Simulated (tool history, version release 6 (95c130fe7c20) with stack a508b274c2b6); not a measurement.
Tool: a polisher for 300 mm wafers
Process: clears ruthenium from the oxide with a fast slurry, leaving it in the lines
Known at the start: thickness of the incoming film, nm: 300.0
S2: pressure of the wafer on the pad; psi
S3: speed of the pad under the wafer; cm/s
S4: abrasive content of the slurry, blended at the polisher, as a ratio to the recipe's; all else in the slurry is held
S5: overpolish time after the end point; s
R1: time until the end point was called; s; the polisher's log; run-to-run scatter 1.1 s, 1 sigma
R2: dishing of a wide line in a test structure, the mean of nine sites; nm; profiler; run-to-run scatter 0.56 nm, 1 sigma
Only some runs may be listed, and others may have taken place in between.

{"run": 1, "hour": 0.0, "flow of slurry (ml/min)": 140, "S2": 3.2, "S3": 90, "S4": 1, "S5": 18, "R1": 65.646, "R2": 62.485}
{"run": 2, "hour": 4.6, "flow of slurry (ml/min)": 140, "S2": 3.1, "S3": 90, "S4": 1, "S5": 17, "R1": 70.256, "R2": 58.53}
{"run": 3, "hour": 13.2, "flow of slurry (ml/min)": 145, "S2": 3.1, "S3": 90, "S4": 1, "S5": 16, "R1": 66.208, "R2": 58.403}
{"run": 4, "hour": 18.5, "flow of slurry (ml/min)": 140, "S2": 3, "S3": 90, "S4": 1, "S5": 15, "R1": 69.614, "R2": 52.637}
{"run": 5, "hour": 21.3, "flow of slurry (ml/min)": 125, "S2": 3, "S3": 90, "S4": 1, "S5": 15, "R1": 72.608, "R2": 51.331}
{"run": 6, "hour": 25.6, "flow of slurry (ml/min)": 125, "S2": 3, "S3": 90, "S4": 1.15, "S5": 15, "R1": 65.972, "R2": 53}

What does the tool deliver on the next run?
{"run": 7, "hour": 32.0, "flow of slurry (ml/min)": 125, "S2": 2.9, "S3": 90, "S4": 1.15, "S5": 14, "R1": "?", "R2": "?"}

For run 7 the tool returned R1 69.507 s, R2 50.099 nm.
